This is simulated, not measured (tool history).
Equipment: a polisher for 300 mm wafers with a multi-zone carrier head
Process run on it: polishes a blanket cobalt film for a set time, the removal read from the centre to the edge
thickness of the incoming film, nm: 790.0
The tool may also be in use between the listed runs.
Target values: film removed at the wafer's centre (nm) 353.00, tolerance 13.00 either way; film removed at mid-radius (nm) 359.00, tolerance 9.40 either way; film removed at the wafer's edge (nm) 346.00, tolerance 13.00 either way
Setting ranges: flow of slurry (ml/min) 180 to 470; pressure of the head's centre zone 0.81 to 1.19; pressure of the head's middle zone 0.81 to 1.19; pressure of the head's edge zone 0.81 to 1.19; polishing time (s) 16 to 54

run	hour	flow of slurry (ml/min)	pressure of the head's centre zone	pressure of the head's middle zone	pressure of the head's edge zone	polishing time (s)	film removed at the wafer's centre (nm)	film removed at mid-radius (nm)	film removed at the wafer's edge (nm)
1	0.0	300	1.00	1.00	1.00	35	239.58	236.45	240.63
2	7.8	300	0.96	1.00	1.00	35	224.37	241.04	244.98
3	13.1	300	0.96	1.00	1.00	43	274.46	294.11	308.29
4	18.5	300	1.04	1.00	1.00	43	300.53	293.14	298.00
5	24.7	345	1.04	1.00	1.00	43	303.26	298.59	298.29
6	31.2	340	1.05	1.03	1.03	44	315.31	313.29	317.87
7	34.3	350	1.07	1.07	1.05	44	324.65	328.46	317.11
8	42.9	355	1.08	1.09	1.08	44	328.37	329.23	316.27

Which of these 4 next moves meets every target?
A	51.5	255	1.12	0.89	1.19	48	?	?	?
B	51.5	320	1.01	1.09	1.11	41	?	?	?
C	51.5	245	0.96	0.90	1.19	47	?	?	?
D	51.5	275	1.10	1.14	1.15	47	?	?	?

move	film removed at the wafer's centre (nm)	film removed at mid-radius (nm)	film removed at the wafer's edge (nm)
A	361.18	295.17	353.27
B	284.60	305.25	297.77
C	301.52	290.84	344.87
D	350.61	358.81	342.18
A: lands further from the targets than the last run did
B: lands further from the targets than the last run did
C: lands further from the targets than the last run did
D: every result lands within tolerance
Correct choice: D, which meets every target

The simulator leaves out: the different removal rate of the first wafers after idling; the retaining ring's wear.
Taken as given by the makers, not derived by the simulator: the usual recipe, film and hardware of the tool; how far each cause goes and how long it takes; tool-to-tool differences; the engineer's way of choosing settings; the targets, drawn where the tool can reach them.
